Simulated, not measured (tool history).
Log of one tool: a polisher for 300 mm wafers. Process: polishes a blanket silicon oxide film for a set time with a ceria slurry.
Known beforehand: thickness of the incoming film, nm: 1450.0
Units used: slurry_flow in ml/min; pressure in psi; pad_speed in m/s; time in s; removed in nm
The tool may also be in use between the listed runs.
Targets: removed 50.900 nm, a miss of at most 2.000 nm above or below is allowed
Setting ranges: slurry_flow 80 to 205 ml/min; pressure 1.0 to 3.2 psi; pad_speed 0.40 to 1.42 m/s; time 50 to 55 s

run    day  slurry_flow  pressure  pad_speed  time  removed
  1  0.000          135       2.1       0.90    55  126.470
  2  0.258          130       1.7       0.80    55   91.919
  3  0.588          150       1.7       0.80    55   94.136
  4  0.896          150       1.5       0.72    55   76.090
  5  1.104          150       1.3       0.68    55   62.072
  6  1.346          150       1.3       0.68    55   63.034
  7  1.454          150       1.2       0.68    55   58.044
  8  1.671          135       1.0       0.68    55   47.367
  9  1.979          150       1.0       0.68    55   48.583

Which single option among these 4 for the next run brings every result within its allowed miss of target? Just one does.
  A  2.288          180       1.0       0.64    52        ?
  B  2.288          145       1.1       0.62    53        ?
  C  2.288          170       1.2       0.58    55        ?
  D  2.288          180       1.4       0.58    54        ?

move  removed
   A   44.875
   B   46.738
   C   50.846
   D   58.345
A: its largest miss is bigger than the last run's
B: its largest miss is bigger than the last run's
C: every result within its allowed miss
D: pushes the last run's worst result past its target
C is the move that brings every result within its allowed miss.
